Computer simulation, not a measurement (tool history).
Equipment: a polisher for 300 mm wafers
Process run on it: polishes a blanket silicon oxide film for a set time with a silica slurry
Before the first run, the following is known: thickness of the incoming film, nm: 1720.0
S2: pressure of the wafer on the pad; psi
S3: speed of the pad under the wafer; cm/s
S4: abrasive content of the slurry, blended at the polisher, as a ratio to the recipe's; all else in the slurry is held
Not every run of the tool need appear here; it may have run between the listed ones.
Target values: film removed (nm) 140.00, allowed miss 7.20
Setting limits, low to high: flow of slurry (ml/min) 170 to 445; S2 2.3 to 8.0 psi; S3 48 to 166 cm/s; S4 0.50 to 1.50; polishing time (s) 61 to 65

{"run": 1, "hour": 0.0, "flow of slurry (ml/min)": 285, "S2": 5.1, "S3": 106, "S4": 1.0, "polishing time (s)": 61, "film removed (nm)": 243.43}
{"run": 2, "hour": 1.3, "flow of slurry (ml/min)": 285, "S2": 5.1, "S3": 106, "S4": 1.0, "polishing time (s)": 65, "film removed (nm)": 254.46}
{"run": 3, "hour": 4.2, "flow of slurry (ml/min)": 285, "S2": 5.1, "S3": 130, "S4": 1.0, "polishing time (s)": 65, "film removed (nm)": 304.12}
{"run": 4, "hour": 7.5, "flow of slurry (ml/min)": 285, "S2": 5.1, "S3": 102, "S4": 1.0, "polishing time (s)": 65, "film removed (nm)": 254.37}
{"run": 5, "hour": 11.2, "flow of slurry (ml/min)": 285, "S2": 4.2, "S3": 98, "S4": 1.0, "polishing time (s)": 65, "film removed (nm)": 202.41}
{"run": 6, "hour": 16.7, "flow of slurry (ml/min)": 320, "S2": 4.2, "S3": 98, "S4": 1.0, "polishing time (s)": 65, "film removed (nm)": 199.41}
{"run": 7, "hour": 24.2, "flow of slurry (ml/min)": 320, "S2": 3.7, "S3": 96, "S4": 1.0, "polishing time (s)": 65, "film removed (nm)": 174.35}
{"run": 8, "hour": 28.3, "flow of slurry (ml/min)": 320, "S2": 3.4, "S3": 96, "S4": 1.0, "polishing time (s)": 65, "film removed (nm)": 165.35}
{"run": 9, "hour": 31.5, "flow of slurry (ml/min)": 320, "S2": 3.4, "S3": 96, "S4": 1.0, "polishing time (s)": 65, "film removed (nm)": 163.36}
{"run": 10, "hour": 36.1, "flow of slurry (ml/min)": 320, "S2": 3.2, "S3": 96, "S4": 1.0, "polishing time (s)": 65, "film removed (nm)": 152.91}
{"run": 11, "hour": 38.1, "flow of slurry (ml/min)": 320, "S2": 3.1, "S3": 96, "S4": 1.0, "polishing time (s)": 65, "film removed (nm)": 149.29}

Pick the move, out of 5, that brings all results within their allowed miss; only one does.
{"run": "A", "hour": 40.1, "flow of slurry (ml/min)": 345, "S2": 2.7, "S3": 94, "S4": 1.2, "polishing time (s)": 64, "film removed (nm)": "?"}
{"run": "B", "hour": 40.1, "flow of slurry (ml/min)": 400, "S2": 3.0, "S3": 102, "S4": 1.05, "polishing time (s)": 65, "film removed (nm)": "?"}
{"run": "C", "hour": 40.1, "flow of slurry (ml/min)": 300, "S2": 3.6, "S3": 86, "S4": 0.95, "polishing time (s)": 65, "film removed (nm)": "?"}
{"run": "D", "hour": 40.1, "flow of slurry (ml/min)": 335, "S2": 3.2, "S3": 104, "S4": 0.95, "polishing time (s)": 64, "film removed (nm)": "?"}
{"run": "E", "hour": 40.1, "flow of slurry (ml/min)": 345, "S2": 4.9, "S3": 74, "S4": 0.7, "polishing time (s)": 65, "film removed (nm)": "?"}

move=A film_removed_(nm)=137.68
move=B film_removed_(nm)=157.47
move=C film_removed_(nm)=153.64
move=D film_removed_(nm)=158.50
move=E film_removed_(nm)=159.63
A: in spec on every target
B: lands further from the targets than the last run did
C: lands further from the targets than the last run did
D: lands further from the targets than the last run did
E: lands further from the targets than the last run did
The move that meets every target is A.
